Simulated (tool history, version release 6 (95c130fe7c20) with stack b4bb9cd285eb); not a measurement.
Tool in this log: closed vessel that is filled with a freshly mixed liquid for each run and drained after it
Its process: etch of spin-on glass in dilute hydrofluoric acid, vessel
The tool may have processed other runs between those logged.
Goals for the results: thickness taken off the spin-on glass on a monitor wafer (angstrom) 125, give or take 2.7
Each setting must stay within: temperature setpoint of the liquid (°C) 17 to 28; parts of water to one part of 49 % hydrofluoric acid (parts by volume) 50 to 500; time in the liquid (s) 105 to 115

run,hour,temperature setpoint of the liquid (°C),parts of water to one part of 49 % hydrofluoric acid (parts by volume),time in the liquid (s),thickness taken off the spin-on glass on a monitor wafer (angstrom)
1,0,20,275,105,79.244
2,1.3,20,375,105,53.932
3,7.3,17,375,105,48.389
4,14.5,18.5,355,105,54.958
5,15.8,18.5,450,105,39.719
6,20.3,19.5,420,105,45.402
7,22.4,20.5,395,105,51.231
8,28.2,21.5,370,105,57.678
9,33.4,22.5,350,105,64.497
10,34.1,26.5,240,105,120.11
11,37,27,240,105,121.79

Exercise: of the 4 proposed moves below, exactly one satisfies all targets within the stated allowed misses. Which move is it?
A,39.9,23.5,220,105,?
B,39.9,25,260,115,?
C,39.9,26,240,105,?
D,39.9,27,235,105,?

move,thickness taken off the spin-on glass on a monitor wafer (angstrom)
A,119.6
B,112.23
C,117.43
D,124.88
A: its largest miss is bigger than the last run's
B: its largest miss is bigger than the last run's
C: its largest miss is bigger than the last run's
D: hits every target within its allowed miss
Answer: D
